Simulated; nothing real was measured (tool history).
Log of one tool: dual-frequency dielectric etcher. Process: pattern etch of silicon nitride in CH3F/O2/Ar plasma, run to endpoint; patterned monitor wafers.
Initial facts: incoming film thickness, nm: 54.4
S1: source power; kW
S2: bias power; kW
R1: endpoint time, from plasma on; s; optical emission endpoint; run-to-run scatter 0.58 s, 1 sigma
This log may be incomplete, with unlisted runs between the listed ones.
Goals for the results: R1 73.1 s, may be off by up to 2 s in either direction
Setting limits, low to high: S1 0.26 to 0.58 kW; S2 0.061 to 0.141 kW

Run 1, hour 0: S1 0.42 kW, S2 0.101 kW. Result: R1 62.909 s.
Run 2, hour 5.6: S1 0.4 kW, S2 0.099 kW. Result: R1 64.986 s.
Run 3, hour 10.8: S1 0.39 kW, S2 0.098 kW. Result: R1 67.018 s.
Run 4, hour 19.8: S1 0.38 kW, S2 0.098 kW. Result: R1 67.187 s.
Run 5, hour 23.8: S1 0.37 kW, S2 0.097 kW. Result: R1 69.111 s.
Run 6, hour 29.1: S1 0.42 kW, S2 0.097 kW. Result: R1 65.088 s.
Run 7, hour 32.6: S1 0.41 kW, S2 0.096 kW. Result: R1 64.392 s.
Run 8, hour 34.4: S1 0.33 kW, S2 0.076 kW. Result: R1 78.991 s.
Run 9, hour 38.5: S1 0.34 kW, S2 0.076 kW. Result: R1 77.899 s.
Run 10, hour 43.6: S1 0.4 kW, S2 0.081 kW. Result: R1 70.471 s.

5 next moves are on the table. One of them brings every result within its allowed miss. Which?
Run A, hour 48.7: S1 0.41 kW, S2 0.092 kW. Result: R1 ?.
Run B, hour 48.7: S1 0.4 kW, S2 0.073 kW. Result: R1 ?.
Run C, hour 48.7: S1 0.42 kW, S2 0.08 kW. Result: R1 ?.
Run D, hour 48.7: S1 0.4 kW, S2 0.086 kW. Result: R1 ?.
Run E, hour 48.7: S1 0.3 kW, S2 0.091 kW. Result: R1 ?.

move      R1
   A  66.272
   B  72.365
   C  68.662
   D  68.579
   E  77.319
A: further off than the last run
B: all results land within tolerance of their targets
C: further off than the last run
D: further off than the last run
E: carries the result that was furthest off beyond its target, to the other side
B is the move that brings every result within its allowed miss.
